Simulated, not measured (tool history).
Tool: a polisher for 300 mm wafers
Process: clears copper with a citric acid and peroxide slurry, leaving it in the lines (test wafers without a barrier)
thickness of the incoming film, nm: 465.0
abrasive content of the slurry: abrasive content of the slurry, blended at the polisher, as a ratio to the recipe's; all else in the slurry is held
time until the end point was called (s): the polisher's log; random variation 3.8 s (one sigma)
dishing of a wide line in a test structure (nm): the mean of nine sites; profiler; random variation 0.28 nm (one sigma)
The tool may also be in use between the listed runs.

run    day  flow of slurry (ml/min)  pressure of the wafer on the pad (psi)  speed of the pad under the wafer (m/s)  abrasive content of the slurry  overpolish time after the end point (s)  time until the end point was called (s)  dishing of a wide line in a test structure (nm)
  1      0                      130                                     3.9                                    1.02                               1                                       15                                   188.75                                           28.611
  2  0.279                      130                                     3.9                                    1.02                               1                                        9                                   186.61                                           18.408
  3  0.625                      125                                     3.4                                    0.98                               1                                       11                                   222.92                                           18.858
  4  0.725                      120                                     3.1                                    0.94                               1                                       12                                    258.2                                           17.061
  5  1.054                      120                                     2.5                                    0.94                               1                                       12                                   314.81                                           14.345
  6  1.321                      120                                     2.5                                    1.04                               1                                       12                                   284.25                                           15.915
  7  1.521                      115                                     2.3                                    1.02                               1                                       13                                   320.59                                            15.29
  8  1.633                      110                                     2.2                                    1.02                               1                                       14                                   336.38                                           15.877
  9    1.9                      105                                     2.1                                    1.02                               1                                       15                                   355.02                                           15.582
 10  2.267                      100                                     2.1                                    1.02                               1                                       16                                   359.74                                           16.778

Forecast run 11:
 11  2.546                       95                                     2.1                                    1.02                               1                                       16                                        ?                                                ?

time until the end point was called (s): 368.65
dishing of a wide line in a test structure (nm): 16.337
